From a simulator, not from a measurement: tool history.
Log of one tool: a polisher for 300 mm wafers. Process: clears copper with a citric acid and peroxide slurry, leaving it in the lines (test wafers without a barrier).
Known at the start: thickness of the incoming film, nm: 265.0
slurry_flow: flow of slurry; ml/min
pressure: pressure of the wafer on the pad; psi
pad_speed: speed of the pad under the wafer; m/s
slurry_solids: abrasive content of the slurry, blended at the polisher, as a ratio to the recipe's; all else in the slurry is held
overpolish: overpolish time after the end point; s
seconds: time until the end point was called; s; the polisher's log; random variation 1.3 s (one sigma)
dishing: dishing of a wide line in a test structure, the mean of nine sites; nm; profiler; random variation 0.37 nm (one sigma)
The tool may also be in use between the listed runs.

run  hour  slurry_flow  pressure  pad_speed  slurry_solids  overpolish  seconds  dishing
  1     0          150       3.3       0.92              1          27   121.64   38.199
  2   3.8          150       3.3       0.92              1          21   121.53   29.935
  3   8.4          145       3.2       0.92              1          21   123.63   29.535
  4  11.9          145       3.2       1.12              1          21   103.72   34.027
  5  15.4          145         3       1.12              1          22   108.58   35.121
  6    23          145         3       1.12           1.15          22   103.24   35.414
  7  27.4          140       2.8       1.12           1.15          22   109.09   33.938

The next listed run, before its measurement:
  8  34.7          125       1.8       1.12           1.15          25        ?        ?

seconds: 150.15 s
dishing: 28.351 nm

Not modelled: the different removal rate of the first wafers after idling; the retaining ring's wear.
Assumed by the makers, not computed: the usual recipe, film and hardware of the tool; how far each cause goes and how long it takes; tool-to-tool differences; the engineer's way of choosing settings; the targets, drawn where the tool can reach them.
